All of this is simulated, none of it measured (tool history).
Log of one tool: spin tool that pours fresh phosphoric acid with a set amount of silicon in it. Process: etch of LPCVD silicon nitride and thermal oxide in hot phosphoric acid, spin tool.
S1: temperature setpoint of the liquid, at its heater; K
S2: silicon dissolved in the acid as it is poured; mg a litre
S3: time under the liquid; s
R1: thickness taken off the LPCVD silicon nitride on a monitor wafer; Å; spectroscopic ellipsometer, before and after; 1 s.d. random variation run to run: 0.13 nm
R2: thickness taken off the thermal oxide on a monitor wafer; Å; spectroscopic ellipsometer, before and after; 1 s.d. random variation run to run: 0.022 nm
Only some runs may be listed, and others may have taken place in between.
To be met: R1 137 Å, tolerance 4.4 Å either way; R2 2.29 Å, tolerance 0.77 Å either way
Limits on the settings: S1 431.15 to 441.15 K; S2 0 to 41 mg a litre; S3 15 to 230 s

run 1 day=0 | S1=436.15 S2=18 S3=120 | R1=114.74 R2=3.103
run 2 day=0.333 | S1=434.15 S2=18 S3=120 | R1=106.81 R2=2.7751
run 3 day=0.433 | S1=434.15 S2=22.5 S3=120 | R1=107.09 R2=2.4001
run 4 day=0.775 | S1=435.15 S2=26 S3=125 | R1=115.13 R2=2.0397
run 5 day=1.083 | S1=436.15 S2=26 S3=125 | R1=118.31 R2=2.8686
run 6 day=1.421 | S1=436.15 S2=29.5 S3=130 | R1=123.07 R2=2.7467
run 7 day=1.654 | S1=436.15 S2=32.5 S3=135 | R1=128.14 R2=2.1024
run 8 day=1.9 | S1=436.65 S2=33 S3=135 | R1=130.1 R2=2.5299
run 9 day=1.954 | S1=436.65 S2=34.5 S3=135 | R1=131.27 R2=2.3882
run 10 day=2.05 | S1=436.65 S2=35.5 S3=135 | R1=130.73 R2=1.8271

Exercise: of the 5 proposed moves below, exactly one satisfies all targets within the stated allowed misses. Which move is it?
run A day=2.146 | S1=439.65 S2=35.5 S3=120 | R1=? R2=?
run B day=2.146 | S1=436.65 S2=34 S3=140 | R1=? R2=?
run C day=2.146 | S1=435.15 S2=40 S3=140 | R1=? R2=?
run D day=2.146 | S1=436.15 S2=33 S3=130 | R1=? R2=?
run E day=2.146 | S1=436.65 S2=32 S3=125 | R1=? R2=?

move=A R1=129.9 R2=2.4932
move=B R1=137.34 R2=2.5208
move=C R1=130.67 R2=1.6134
move=D R1=125.44 R2=2.3643
move=E R1=122.62 R2=2.4651
A: its largest miss is bigger than the last run's
B: each result inside its tolerance
C: no nearer and no further than the last run
D: its largest miss is bigger than the last run's
E: its largest miss is bigger than the last run's
The right move is B.
